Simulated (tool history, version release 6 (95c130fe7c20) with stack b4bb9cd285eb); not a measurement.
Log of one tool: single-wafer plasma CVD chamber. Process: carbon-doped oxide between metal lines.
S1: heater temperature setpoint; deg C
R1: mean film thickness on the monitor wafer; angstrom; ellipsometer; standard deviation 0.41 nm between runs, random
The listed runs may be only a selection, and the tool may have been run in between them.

{"run": 1, "hour": 0.0, "S1": 350, "chamber pressure (mTorr)": 5970, "RF power (kW)": 0.375, "deposition time (s)": 36.8, "R1": 1626.3}
{"run": 2, "hour": 3.1, "S1": 350, "chamber pressure (mTorr)": 6480, "RF power (kW)": 0.375, "deposition time (s)": 36.8, "R1": 1635.6}
{"run": 3, "hour": 10.6, "S1": 350, "chamber pressure (mTorr)": 6480, "RF power (kW)": 0.375, "deposition time (s)": 36.8, "R1": 1632.1}
{"run": 4, "hour": 11.4, "S1": 350, "chamber pressure (mTorr)": 6480, "RF power (kW)": 0.395, "deposition time (s)": 36.8, "R1": 1707.9}
{"run": 5, "hour": 18.5, "S1": 352, "chamber pressure (mTorr)": 6380, "RF power (kW)": 0.37, "deposition time (s)": 36.8, "R1": 1595.6}
{"run": 6, "hour": 25.0, "S1": 355, "chamber pressure (mTorr)": 6300, "RF power (kW)": 0.355, "deposition time (s)": 36.8, "R1": 1527.1}
{"run": 7, "hour": 26.8, "S1": 357, "chamber pressure (mTorr)": 6230, "RF power (kW)": 0.345, "deposition time (s)": 36.8, "R1": 1469.3}
{"run": 8, "hour": 32.5, "S1": 359, "chamber pressure (mTorr)": 6160, "RF power (kW)": 0.34, "deposition time (s)": 36.8, "R1": 1448.7}
{"run": 9, "hour": 39.6, "S1": 362, "chamber pressure (mTorr)": 5940, "RF power (kW)": 0.305, "deposition time (s)": 36.8, "R1": 1278.1}

Run 10 comes next. What will it give?
{"run": 10, "hour": 44.8, "S1": 361, "chamber pressure (mTorr)": 6050, "RF power (kW)": 0.31, "deposition time (s)": 36.8, "R1": "?"}

R1: 1297.5 angstrom

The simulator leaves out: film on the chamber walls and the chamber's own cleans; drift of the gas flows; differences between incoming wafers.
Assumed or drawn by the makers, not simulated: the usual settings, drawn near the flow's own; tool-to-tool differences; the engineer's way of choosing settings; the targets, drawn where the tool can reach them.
